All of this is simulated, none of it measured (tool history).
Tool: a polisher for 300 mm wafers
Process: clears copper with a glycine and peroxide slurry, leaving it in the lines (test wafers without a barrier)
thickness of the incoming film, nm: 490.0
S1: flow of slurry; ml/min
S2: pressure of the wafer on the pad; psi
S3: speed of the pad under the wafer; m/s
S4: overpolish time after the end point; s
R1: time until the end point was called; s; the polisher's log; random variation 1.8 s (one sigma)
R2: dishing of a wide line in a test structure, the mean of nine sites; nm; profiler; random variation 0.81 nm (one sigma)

run    day   S1   S2    S3  S4      R1      R2
  1      0  130  2.3  1.18  12  109.87  38.122
  2  0.283  100  2.3  1.18  12  111.16  35.193
  3  0.462  100  2.5  1.18  12     107  38.536
  4  0.767  100  2.5  1.18   9  106.26   30.51
  5  0.917  100  2.6  1.16  10   104.8  32.806
  6  1.025  100  2.3  1.16  10  117.33  30.041
  7    1.4  100  2.3  1.16  11  116.16  33.111
  8  1.442  100  2.3  1.16  12  116.96  35.936
  9  1.492  100  2.4  1.16  13  114.56   41.17
 10    1.6  100  2.5  1.16  13  103.97  41.217
 11  1.742  100  2.5  1.16  14  106.78  43.556

Run 12 comes next. What will it give?
 12  1.858  110  2.5  1.16  16   ?   ?

{"run 12": {"R1": 106.35, "R2": 50.315}}
